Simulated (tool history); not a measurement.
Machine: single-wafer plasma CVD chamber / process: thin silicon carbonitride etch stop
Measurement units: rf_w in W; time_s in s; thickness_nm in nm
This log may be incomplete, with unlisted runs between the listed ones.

{"run": 1, "hour": 0.0, "rf_w": 260, "time_s": 10.1, "thickness_nm": 7.0299}
{"run": 2, "hour": 6.2, "rf_w": 270, "time_s": 10.3, "thickness_nm": 7.2357}
{"run": 3, "hour": 13.0, "rf_w": 270, "time_s": 9.1, "thickness_nm": 6.4419}
{"run": 4, "hour": 16.0, "rf_w": 280, "time_s": 9.5, "thickness_nm": 6.7968}
{"run": 5, "hour": 18.3, "rf_w": 290, "time_s": 9.8, "thickness_nm": 7.1145}
{"run": 6, "hour": 23.9, "rf_w": 290, "time_s": 9.2, "thickness_nm": 6.6597}
{"hour": 32.1, "done": "RF generator calibrated"}
{"run": 7, "hour": 32.1, "rf_w": 300, "time_s": 9.6, "thickness_nm": 7.2174}
{"run": 8, "hour": 40.7, "rf_w": 310, "time_s": 9.7, "thickness_nm": 7.3932}
{"run": 9, "hour": 47.9, "rf_w": 315, "time_s": 9.8, "thickness_nm": 7.5396}

What will run 10 give?
{"run": 10, "hour": 55.0, "rf_w": 320, "time_s": 9.9, "thickness_nm": "?"}

thickness_nm: 7.5850 nm

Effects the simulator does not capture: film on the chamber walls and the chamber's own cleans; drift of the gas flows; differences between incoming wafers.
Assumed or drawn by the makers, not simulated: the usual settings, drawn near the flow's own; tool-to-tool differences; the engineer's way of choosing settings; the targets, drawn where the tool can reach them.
